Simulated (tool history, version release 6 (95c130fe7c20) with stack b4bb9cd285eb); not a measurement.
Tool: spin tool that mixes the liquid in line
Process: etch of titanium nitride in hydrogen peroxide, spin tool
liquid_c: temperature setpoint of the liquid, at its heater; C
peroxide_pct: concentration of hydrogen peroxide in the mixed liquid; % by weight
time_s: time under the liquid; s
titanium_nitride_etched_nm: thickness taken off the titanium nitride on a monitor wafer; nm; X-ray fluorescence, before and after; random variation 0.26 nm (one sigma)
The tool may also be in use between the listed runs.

run	hour	liquid_c	peroxide_pct	time_s	titanium_nitride_etched_nm
1	0.0	46.0	15.5	295	15.388
2	3.1	47.0	15.5	295	16.755
3	6.0	47.0	14.5	295	16.366
4	13.0	48.0	14.5	295	17.748
5	17.3	48.0	14.5	315	18.760
6	19.6	48.5	14.5	315	19.582
7	21.1	48.5	14.5	315	19.753

Forecast run 8:
8	29.8	49.0	14.5	315	?

Run 8 gave titanium_nitride_etched_nm 20.344 nm.

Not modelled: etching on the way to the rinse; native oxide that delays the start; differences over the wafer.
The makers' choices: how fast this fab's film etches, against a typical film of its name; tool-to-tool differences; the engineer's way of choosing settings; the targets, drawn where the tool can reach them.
